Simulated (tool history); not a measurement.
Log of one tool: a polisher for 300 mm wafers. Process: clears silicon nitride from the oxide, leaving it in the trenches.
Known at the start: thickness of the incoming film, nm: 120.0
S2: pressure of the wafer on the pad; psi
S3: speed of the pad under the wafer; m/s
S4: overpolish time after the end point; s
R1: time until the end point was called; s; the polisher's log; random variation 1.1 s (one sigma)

Run 1, hour 0: flow of slurry (ml/min) 315, S2 3.3 psi, S3 1.1 m/s, S4 7 s. Result: R1 133.41 s.
Run 2, hour 1.8: flow of slurry (ml/min) 390, S2 3.3 psi, S3 1.1 m/s, S4 7 s. Result: R1 130.81 s.
Run 3, hour 10.6: flow of slurry (ml/min) 390, S2 3.3 psi, S3 1.1 m/s, S4 7 s. Result: R1 132.71 s.
Run 4, hour 14.7: flow of slurry (ml/min) 390, S2 4 psi, S3 1.1 m/s, S4 7 s. Result: R1 110 s.
Run 5, hour 18.3: flow of slurry (ml/min) 390, S2 4.2 psi, S3 1.1 m/s, S4 7 s. Result: R1 104.95 s.
Run 6, hour 25.3: flow of slurry (ml/min) 360, S2 4.2 psi, S3 1.1 m/s, S4 7 s. Result: R1 104.99 s.
Run 7, hour 29.9: flow of slurry (ml/min) 360, S2 4.3 psi, S3 1.1 m/s, S4 7 s. Result: R1 102.77 s.
Run 8, hour 37.8: flow of slurry (ml/min) 360, S2 4.4 psi, S3 1.1 m/s, S4 7 s. Result: R1 101.81 s.

Run 9 comes next. What will it give?
Run 9, hour 42.3: flow of slurry (ml/min) 360, S2 4.5 psi, S3 1.1 m/s, S4 7 s. Result: R1 ?.

{"run 9": {"R1": 98.212}}
